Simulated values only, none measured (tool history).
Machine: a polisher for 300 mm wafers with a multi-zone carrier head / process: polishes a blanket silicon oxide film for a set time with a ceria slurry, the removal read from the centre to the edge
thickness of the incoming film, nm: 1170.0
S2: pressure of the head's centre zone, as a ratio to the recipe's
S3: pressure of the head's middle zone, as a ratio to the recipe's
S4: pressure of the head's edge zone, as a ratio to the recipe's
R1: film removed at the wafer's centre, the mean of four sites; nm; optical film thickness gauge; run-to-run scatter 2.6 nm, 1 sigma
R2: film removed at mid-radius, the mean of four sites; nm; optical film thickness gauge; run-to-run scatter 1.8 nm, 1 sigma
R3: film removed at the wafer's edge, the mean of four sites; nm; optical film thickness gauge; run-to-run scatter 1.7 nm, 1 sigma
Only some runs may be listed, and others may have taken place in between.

run 1 day=0.000 | flow_of_slurry_(ml/min)=235 S2=1.00 S3=1.00 S4=1.00 polishing_time_(s)=65 | R1=185.47 R2=174.66 R3=177.89
run 2 day=0.233 | flow_of_slurry_(ml/min)=235 S2=1.00 S3=1.08 S4=1.00 polishing_time_(s)=65 | R1=188.41 R2=193.04 R3=177.25
run 3 day=0.504 | flow_of_slurry_(ml/min)=235 S2=1.00 S3=1.08 S4=0.95 polishing_time_(s)=65 | R1=187.25 R2=192.78 R3=173.40
run 4 day=0.867 | flow_of_slurry_(ml/min)=235 S2=1.00 S3=1.04 S4=0.95 polishing_time_(s)=65 | R1=181.70 R2=182.21 R3=173.11
run 5 day=1.042 | flow_of_slurry_(ml/min)=235 S2=1.00 S3=0.98 S4=0.95 polishing_time_(s)=65 | R1=188.35 R2=175.04 R3=175.25
run 6 day=1.275 | flow_of_slurry_(ml/min)=235 S2=1.07 S3=0.98 S4=0.95 polishing_time_(s)=65 | R1=193.03 R2=177.67 R3=174.92
run 7 day=1.475 | flow_of_slurry_(ml/min)=245 S2=1.07 S3=0.96 S4=1.00 polishing_time_(s)=67 | R1=199.59 R2=178.55 R3=186.96
run 8 day=1.750 | flow_of_slurry_(ml/min)=245 S2=1.07 S3=0.96 S4=1.00 polishing_time_(s)=67 | R1=197.85 R2=179.38 R3=185.43
run 9 day=1.817 | flow_of_slurry_(ml/min)=250 S2=1.09 S3=0.94 S4=1.03 polishing_time_(s)=68 | R1=207.44 R2=181.32 R3=191.07

Run 10 comes next. What will it give?
run 10 day=1.950 | flow_of_slurry_(ml/min)=255 S2=1.09 S3=0.93 S4=1.06 polishing_time_(s)=69 | R1=? R2=? R3=?

Run 10 gave R1 212.59 nm, R2 180.06 nm, R3 196.36 nm.
